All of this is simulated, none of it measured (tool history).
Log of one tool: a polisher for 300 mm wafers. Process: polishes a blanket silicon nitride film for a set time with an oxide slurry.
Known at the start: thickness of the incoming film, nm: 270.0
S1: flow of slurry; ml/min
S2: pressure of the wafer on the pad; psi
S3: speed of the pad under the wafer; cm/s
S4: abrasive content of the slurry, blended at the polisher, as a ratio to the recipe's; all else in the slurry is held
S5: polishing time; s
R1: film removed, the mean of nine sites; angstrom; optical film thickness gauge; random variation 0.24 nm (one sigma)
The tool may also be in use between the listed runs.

| run | hour | S1 | S2 | S3 | S4 | S5 | R1 |
|---|---|---|---|---|---|---|---|
| 1 | 0.0 | 130 | 3.2 | 96 | 1.0 | 30 | 148.90 |
| 2 | 6.4 | 130 | 3.2 | 96 | 0.8 | 30 | 135.42 |
| 3 | 7.1 | 135 | 3.4 | 96 | 0.8 | 30 | 142.63 |
| 4 | 15.9 | 135 | 3.6 | 96 | 0.8 | 30 | 152.33 |
| 5 | 19.2 | 135 | 3.2 | 96 | 0.8 | 30 | 135.92 |
| 6 | 21.2 | 135 | 3.4 | 96 | 0.8 | 30 | 141.38 |

Run 7 comes next. What will it give?
| 7 | 24.8 | 135 | 3.6 | 96 | 0.8 | 30 | ? |

{"run 7": {"R1": 152.91}}

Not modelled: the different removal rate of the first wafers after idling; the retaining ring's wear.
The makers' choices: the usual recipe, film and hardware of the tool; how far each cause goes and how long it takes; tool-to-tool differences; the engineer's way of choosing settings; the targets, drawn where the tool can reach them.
